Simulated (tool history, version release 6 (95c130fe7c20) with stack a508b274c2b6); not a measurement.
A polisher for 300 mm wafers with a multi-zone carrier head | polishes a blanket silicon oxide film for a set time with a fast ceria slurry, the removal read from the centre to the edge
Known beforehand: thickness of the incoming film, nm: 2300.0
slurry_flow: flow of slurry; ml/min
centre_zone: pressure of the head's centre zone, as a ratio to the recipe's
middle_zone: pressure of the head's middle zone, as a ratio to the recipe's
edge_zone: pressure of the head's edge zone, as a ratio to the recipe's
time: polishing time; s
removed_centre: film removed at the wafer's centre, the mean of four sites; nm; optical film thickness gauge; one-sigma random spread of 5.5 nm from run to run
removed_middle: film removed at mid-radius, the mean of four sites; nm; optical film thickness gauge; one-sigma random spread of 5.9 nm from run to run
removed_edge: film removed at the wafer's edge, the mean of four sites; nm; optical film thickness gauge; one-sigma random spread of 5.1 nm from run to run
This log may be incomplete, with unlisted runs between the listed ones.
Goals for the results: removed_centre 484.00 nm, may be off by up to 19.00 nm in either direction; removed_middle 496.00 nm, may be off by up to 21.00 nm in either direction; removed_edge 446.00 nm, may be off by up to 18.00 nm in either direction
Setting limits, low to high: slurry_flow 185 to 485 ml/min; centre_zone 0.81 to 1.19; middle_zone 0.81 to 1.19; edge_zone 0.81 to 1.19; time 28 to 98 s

Run 1, day 0.000: slurry_flow 310 ml/min, centre_zone 1.00, middle_zone 1.00, edge_zone 1.00, time 63 s. Result: removed_centre 608.82 nm, removed_middle 588.56 nm, removed_edge 583.23 nm.
Run 2, day 0.304: slurry_flow 310 ml/min, centre_zone 1.00, middle_zone 1.07, edge_zone 1.00, time 63 s. Result: removed_centre 604.43 nm, removed_middle 625.29 nm, removed_edge 594.21 nm.
Run 3, day 0.425: slurry_flow 310 ml/min, centre_zone 1.00, middle_zone 1.07, edge_zone 0.97, time 63 s. Result: removed_centre 618.28 nm, removed_middle 611.21 nm, removed_edge 575.03 nm.
Run 4, day 0.762: slurry_flow 310 ml/min, centre_zone 0.96, middle_zone 1.07, edge_zone 0.94, time 60 s. Result: removed_centre 560.97 nm, removed_middle 591.27 nm, removed_edge 534.42 nm.
Run 5, day 1.088: slurry_flow 270 ml/min, centre_zone 0.96, middle_zone 1.07, edge_zone 0.94, time 60 s. Result: removed_centre 557.15 nm, removed_middle 584.79 nm, removed_edge 536.24 nm.
Run 6, day 1.429: slurry_flow 270 ml/min, centre_zone 0.96, middle_zone 1.07, edge_zone 0.86, time 60 s. Result: removed_centre 559.94 nm, removed_middle 585.24 nm, removed_edge 519.39 nm.
Run 7, day 1.471: slurry_flow 270 ml/min, centre_zone 0.96, middle_zone 1.06, edge_zone 0.86, time 58 s. Result: removed_centre 536.76 nm, removed_middle 571.44 nm, removed_edge 503.64 nm.
Run 8, day 1.800: slurry_flow 270 ml/min, centre_zone 0.97, middle_zone 1.05, edge_zone 0.86, time 56 s. Result: removed_centre 522.99 nm, removed_middle 538.18 nm, removed_edge 483.67 nm.
Run 9, day 2.054: slurry_flow 270 ml/min, centre_zone 0.97, middle_zone 1.05, edge_zone 0.85, time 55 s. Result: removed_centre 507.45 nm, removed_middle 528.47 nm, removed_edge 472.57 nm.
Run 10, day 2.167: slurry_flow 270 ml/min, centre_zone 0.97, middle_zone 1.05, edge_zone 0.84, time 54 s. Result: removed_centre 501.56 nm, removed_middle 523.04 nm, removed_edge 469.35 nm.
Run 11, day 2.292: slurry_flow 270 ml/min, centre_zone 0.97, middle_zone 1.05, edge_zone 0.84, time 54 s. Result: removed_centre 487.49 nm, removed_middle 514.55 nm, removed_edge 464.30 nm.
Run 12, day 2.567: slurry_flow 270 ml/min, centre_zone 0.98, middle_zone 1.05, edge_zone 0.83, time 54 s. Result: removed_centre 505.24 nm, removed_middle 513.31 nm, removed_edge 466.20 nm.

Which of these 4 next moves meets every target?
Run A, day 2.842: slurry_flow 185 ml/min, centre_zone 0.92, middle_zone 1.03, edge_zone 0.89, time 57 s. Result: removed_centre ?, removed_middle ?, removed_edge ?.
Run B, day 2.842: slurry_flow 185 ml/min, centre_zone 0.92, middle_zone 1.19, edge_zone 0.81, time 55 s. Result: removed_centre ?, removed_middle ?, removed_edge ?.
Run C, day 2.842: slurry_flow 255 ml/min, centre_zone 1.02, middle_zone 1.07, edge_zone 0.91, time 51 s. Result: removed_centre ?, removed_middle ?, removed_edge ?.
Run D, day 2.842: slurry_flow 310 ml/min, centre_zone 0.96, middle_zone 0.92, edge_zone 0.98, time 54 s. Result: removed_centre ?, removed_middle ?, removed_edge ?.

move  removed_centre  removed_middle  removed_edge
   A          470.37          506.56        472.94
   B          454.37          553.24        437.33
   C          483.80          492.82        443.88
   D          500.28          470.09        495.52
A: moves away from the targets compared with the last run
B: puts the biggest miss on target and leaves a different result outside tolerance
C: all results in spec
D: moves away from the targets compared with the last run
C meets every target.
